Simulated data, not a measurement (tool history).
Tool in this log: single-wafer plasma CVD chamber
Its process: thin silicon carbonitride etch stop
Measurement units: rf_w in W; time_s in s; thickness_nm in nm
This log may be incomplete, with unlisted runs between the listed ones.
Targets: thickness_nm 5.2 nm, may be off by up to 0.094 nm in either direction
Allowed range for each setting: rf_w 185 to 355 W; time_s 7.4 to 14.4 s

| run | hour | rf_w | time_s | thickness_nm |
|---|---|---|---|---|
| 1 | 0 | 270 | 10.9 | 6.4492 |
| 2 | 1.4 | 260 | 10.7 | 6.233 |
| 3 | 4.3 | 260 | 11.8 | 6.9147 |
| 4 | 12 | 230 | 11.8 | 6.699 |
| 5 | 13.2 | 225 | 11.4 | 6.4726 |
| 6 | 20.7 | 225 | 12.3 | 6.9798 |
| 7 | 28.8 | 220 | 11.8 | 6.6752 |
| 8 | 32 | 220 | 11.8 | 6.6558 |
| 9 | 35.2 | 215 | 11.4 | 6.4359 |
| 10 | 37.1 | 210 | 11 | 6.1207 |
| 11 | 37.8 | 185 | 9.3 | 5.0576 |
| 12 | 44.1 | 190 | 9.3 | 5.0461 |

Exactly one of the 5 candidate moves below puts every result within its allowed miss. Which one?
| A | 50.4 | 215 | 8.5 | ? |
| B | 50.4 | 185 | 8.9 | ? |
| C | 50.4 | 185 | 9.6 | ? |
| D | 50.4 | 185 | 8.7 | ? |
| E | 50.4 | 185 | 9.2 | ? |

| move | thickness_nm |
|---|---|
| A | 4.7877 |
| B | 4.8465 |
| C | 5.2277 |
| D | 4.7376 |
| E | 5.0099 |
A: its largest miss is bigger than the last run's
B: its largest miss is bigger than the last run's
C: meets every target
D: its largest miss is bigger than the last run's
E: its largest miss is bigger than the last run's
Move C is the one to make.
